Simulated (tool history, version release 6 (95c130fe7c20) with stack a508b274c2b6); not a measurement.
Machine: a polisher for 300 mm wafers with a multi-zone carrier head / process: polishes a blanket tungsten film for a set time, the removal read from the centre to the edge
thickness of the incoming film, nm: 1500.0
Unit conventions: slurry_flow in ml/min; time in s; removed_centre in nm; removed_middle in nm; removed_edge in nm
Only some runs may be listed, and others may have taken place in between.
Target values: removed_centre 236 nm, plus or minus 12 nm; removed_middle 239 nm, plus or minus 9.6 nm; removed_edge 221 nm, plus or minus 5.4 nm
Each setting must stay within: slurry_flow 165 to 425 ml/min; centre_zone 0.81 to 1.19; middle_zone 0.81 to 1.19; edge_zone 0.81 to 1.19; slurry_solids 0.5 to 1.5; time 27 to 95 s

run  hour  slurry_flow  centre_zone  middle_zone  edge_zone  slurry_solids  time  removed_centre  removed_middle  removed_edge
  1     0          275            1            1          1              1    61          190.82          194.84        190.34
  2   8.5          275            1            1          1           0.85    61          185.81          181.62        179.76
  3   9.6          275            1            1       1.06           0.85    61          181.32          184.56        186.84
  4  13.6          275            1            1       1.06           0.95    61          184.92           189.9        193.52
  5  17.1          275            1            1       1.14           0.95    61          190.87          184.16        200.08
  6  19.9          285         1.02         1.04       1.14              1    61           202.2           196.5        202.34
  7  26.2          290         1.02         1.07       1.15           1.05    61          198.11          207.83        207.18
  8  27.1          300         1.04         1.09       1.16            1.1    61          206.58          216.96        211.31
  9  34.1          340         1.14         1.15       1.19            1.2    61          234.56          231.98        217.84

Pick the move, out of 4, that brings all results within their allowed miss; only one does.
  A  41.1          425         1.11         1.16       1.13            1.4    59               ?               ?             ?
  B  41.1          385         1.19         1.19        1.1            1.4    60               ?               ?             ?
  C  41.1          325         1.15         1.09       1.19           1.25    61               ?               ?             ?
  D  41.1          295         1.07         1.08       1.11           1.25    63               ?               ?             ?

move  removed_centre  removed_middle  removed_edge
   A          236.15          237.52        220.78
   B          255.63          244.58        220.18
   C          239.51          222.04        223.77
   D          227.79          225.82        221.46
A: hits every target within its allowed miss
B: the furthest-off result lands on target, but another misses its tolerance
C: misses by more than the last run did
D: misses by more than the last run did
Move A is the one to make.

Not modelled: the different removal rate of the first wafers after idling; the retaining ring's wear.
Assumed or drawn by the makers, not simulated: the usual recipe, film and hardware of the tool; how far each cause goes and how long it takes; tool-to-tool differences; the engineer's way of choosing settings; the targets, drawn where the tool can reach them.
